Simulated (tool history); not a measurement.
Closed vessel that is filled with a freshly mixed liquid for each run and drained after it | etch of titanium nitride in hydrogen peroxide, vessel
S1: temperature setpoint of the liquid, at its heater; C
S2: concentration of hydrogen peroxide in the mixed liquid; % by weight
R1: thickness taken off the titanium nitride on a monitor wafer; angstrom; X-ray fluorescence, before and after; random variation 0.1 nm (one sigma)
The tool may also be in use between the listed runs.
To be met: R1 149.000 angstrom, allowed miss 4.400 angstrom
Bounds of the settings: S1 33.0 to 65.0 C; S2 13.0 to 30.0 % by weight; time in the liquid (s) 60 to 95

Run 1, day 0.000: S1 49.0 C, S2 25.0 % by weight, time in the liquid (s) 95. Result: R1 69.403 angstrom.
Run 2, day 0.229: S1 52.0 C, S2 25.0 % by weight, time in the liquid (s) 95. Result: R1 85.275 angstrom.
Run 3, day 0.542: S1 57.0 C, S2 25.0 % by weight, time in the liquid (s) 95. Result: R1 121.730 angstrom.
Run 4, day 0.842: S1 57.0 C, S2 25.0 % by weight, time in the liquid (s) 60. Result: R1 76.488 angstrom.
Run 5, day 1.146: S1 52.5 C, S2 25.0 % by weight, time in the liquid (s) 60. Result: R1 56.369 angstrom.
Run 6, day 1.208: S1 58.5 C, S2 25.0 % by weight, time in the liquid (s) 60. Result: R1 86.365 angstrom.
Run 7, day 1.467: S1 65.0 C, S2 27.5 % by weight, time in the liquid (s) 85. Result: R1 188.590 angstrom.
Run 8, day 1.771: S1 64.0 C, S2 27.5 % by weight, time in the liquid (s) 85. Result: R1 179.790 angstrom.
Run 9, day 2.054: S1 60.5 C, S2 27.5 % by weight, time in the liquid (s) 85. Result: R1 140.250 angstrom.
Run 10, day 2.288: S1 60.5 C, S2 27.5 % by weight, time in the liquid (s) 85. Result: R1 138.940 angstrom.

4 next moves are on the table. One of them brings every result within its allowed miss. Which?
Run A, day 2.521: S1 62.5 C, S2 24.5 % by weight, time in the liquid (s) 75. Result: R1 ?.
Run B, day 2.521: S1 63.0 C, S2 28.5 % by weight, time in the liquid (s) 75. Result: R1 ?.
Run C, day 2.521: S1 59.5 C, S2 26.5 % by weight, time in the liquid (s) 90. Result: R1 ?.
Run D, day 2.521: S1 59.5 C, S2 21.5 % by weight, time in the liquid (s) 95. Result: R1 ?.

move       R1
   A  139.300
   B  148.900
   C  138.860
   D  140.060
A: as far off as the last run
B: meets every target
C: as far off as the last run
D: nearer than the last run, and not there yet
Move B is the one to make.

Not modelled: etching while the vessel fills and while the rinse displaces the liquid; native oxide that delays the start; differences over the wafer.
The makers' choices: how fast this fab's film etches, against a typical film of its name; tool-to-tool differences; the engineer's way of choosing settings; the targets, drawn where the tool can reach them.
